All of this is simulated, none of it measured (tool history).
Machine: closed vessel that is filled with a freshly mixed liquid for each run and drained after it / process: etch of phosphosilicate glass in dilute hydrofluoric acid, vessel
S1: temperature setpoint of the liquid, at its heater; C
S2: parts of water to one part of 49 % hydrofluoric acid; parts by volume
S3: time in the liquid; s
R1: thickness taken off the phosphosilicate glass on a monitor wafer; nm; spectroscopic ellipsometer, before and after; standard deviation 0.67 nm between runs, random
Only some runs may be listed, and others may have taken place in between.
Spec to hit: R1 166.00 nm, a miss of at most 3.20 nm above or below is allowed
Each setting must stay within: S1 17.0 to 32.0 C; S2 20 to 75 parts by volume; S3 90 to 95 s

run  hour    S1  S2  S3      R1
  1   0.0  24.0  45  90  269.59
  2   8.8  24.0  55  90  220.18
  3  17.7  24.0  55  95  231.44
  4  26.6  22.0  55  95  211.75
  5  33.4  25.5  55  95  248.00
  6  40.0  25.5  55  95  246.94
  7  45.4  23.0  55  95  221.26
  8  46.0  21.5  55  95  208.76
  9  46.6  20.0  55  95  196.60
 10  50.8  19.0  55  95  186.13
 11  54.4  18.5  55  95  183.07
 12  60.9  18.0  55  95  180.10
 13  69.1  17.5  55  95  177.28
 14  71.5  17.0  55  95  172.76

4 next moves are on the table. One of them brings every result within its allowed miss. Which?
  A  73.9  18.5  60  90   ?
  B  73.9  17.5  50  90   ?
  C  73.9  17.5  55  90   ?
  D  73.9  17.0  50  90   ?

move      R1
   A  160.13
   B  186.18
   C  168.30
   D  182.18
A: the result that was furthest off in the last run now lies on the other side of its target
B: lands further from the targets than the last run did
C: all results in spec
D: lands further from the targets than the last run did
C meets every target.
